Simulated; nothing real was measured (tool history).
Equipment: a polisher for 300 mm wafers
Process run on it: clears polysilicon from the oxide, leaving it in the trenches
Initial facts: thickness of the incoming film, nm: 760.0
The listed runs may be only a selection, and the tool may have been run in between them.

run	hour	flow of slurry (ml/min)	pressure of the wafer on the pad (psi)	speed of the pad under the wafer (m/s)	overpolish time after the end point (s)	time until the end point was called (s)	dishing of a wide line in a test structure (angstrom)
1	0	295	3.5	1.02	8	56.179	584.81
2	9	295	3.1	1	8	61.404	555.61
3	14.4	295	3.1	1	6	61.553	482.65
4	22.7	295	3.1	1	3	61.526	292.77
# hour 26.8: slurry nozzle cleaned
5	26.8	365	3.1	1	3	59.681	308.65
6	32.4	335	3.1	1	3	58.42	304.65
7	35.7	330	2.8	0.98	4	65.315	351.05
8	37.1	325	2.6	0.94	5	69.622	380.29

Run 9, settings as shown, results not yet in. Your forecast:
9	43.2	320	2.4	0.9	6	?	?

time until the end point was called (s): 76.175
dishing of a wide line in a test structure (angstrom): 424.96
